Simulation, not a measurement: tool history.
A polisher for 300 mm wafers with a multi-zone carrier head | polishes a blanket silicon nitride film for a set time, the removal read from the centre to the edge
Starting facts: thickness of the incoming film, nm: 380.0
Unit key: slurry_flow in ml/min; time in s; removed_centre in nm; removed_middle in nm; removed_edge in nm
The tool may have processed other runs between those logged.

{"run": 1, "hour": 0.0, "slurry_flow": 155, "centre_zone": 1, "middle_zone": 1, "edge_zone": 1, "time": 48, "removed_centre": 122.17, "removed_middle": 115.35, "removed_edge": 116.34}
{"run": 2, "hour": 7.4, "slurry_flow": 155, "centre_zone": 1, "middle_zone": 0.97, "edge_zone": 1, "time": 48, "removed_centre": 124.83, "removed_middle": 115.22, "removed_edge": 112.28}
{"run": 3, "hour": 13.1, "slurry_flow": 155, "centre_zone": 1.06, "middle_zone": 0.97, "edge_zone": 1, "time": 48, "removed_centre": 129.97, "removed_middle": 112.17, "removed_edge": 112.48}
{"run": 4, "hour": 17.6, "slurry_flow": 155, "centre_zone": 1.06, "middle_zone": 0.93, "edge_zone": 1, "time": 48, "removed_centre": 130.11, "removed_middle": 111.2, "removed_edge": 113.35}
{"hour": 24.8, "done": "centre zone pressure recalibrated"}
{"run": 5, "hour": 24.8, "slurry_flow": 155, "centre_zone": 1.06, "middle_zone": 0.93, "edge_zone": 1, "time": 39, "removed_centre": 101.27, "removed_middle": 85.701, "removed_edge": 92.963}
{"run": 6, "hour": 30.1, "slurry_flow": 160, "centre_zone": 1.05, "middle_zone": 0.93, "edge_zone": 1.02, "time": 41, "removed_centre": 105, "removed_middle": 94.366, "removed_edge": 95.386}
{"run": 7, "hour": 32.9, "slurry_flow": 155, "centre_zone": 1.03, "middle_zone": 0.95, "edge_zone": 1.01, "time": 43, "removed_centre": 108.13, "removed_middle": 98.112, "removed_edge": 102.12}
{"run": 8, "hour": 40.9, "slurry_flow": 150, "centre_zone": 1.03, "middle_zone": 0.95, "edge_zone": 1.03, "time": 45, "removed_centre": 111.07, "removed_middle": 104.47, "removed_edge": 105.61}
{"run": 9, "hour": 46.2, "slurry_flow": 145, "centre_zone": 1.02, "middle_zone": 0.95, "edge_zone": 1.02, "time": 47, "removed_centre": 115.41, "removed_middle": 106.74, "removed_edge": 112.46}
{"run": 10, "hour": 53.7, "slurry_flow": 140, "centre_zone": 1.03, "middle_zone": 0.96, "edge_zone": 1.03, "time": 48, "removed_centre": 117.05, "removed_middle": 109.14, "removed_edge": 112.06}

Predict the results of run 11:
{"run": 11, "hour": 57.0, "slurry_flow": 140, "centre_zone": 1.02, "middle_zone": 0.94, "edge_zone": 1.02, "time": 49, "removed_centre": "?", "removed_middle": "?", "removed_edge": "?"}

removed_centre: 118.94 nm
removed_middle: 108.2 nm
removed_edge: 116.44 nm
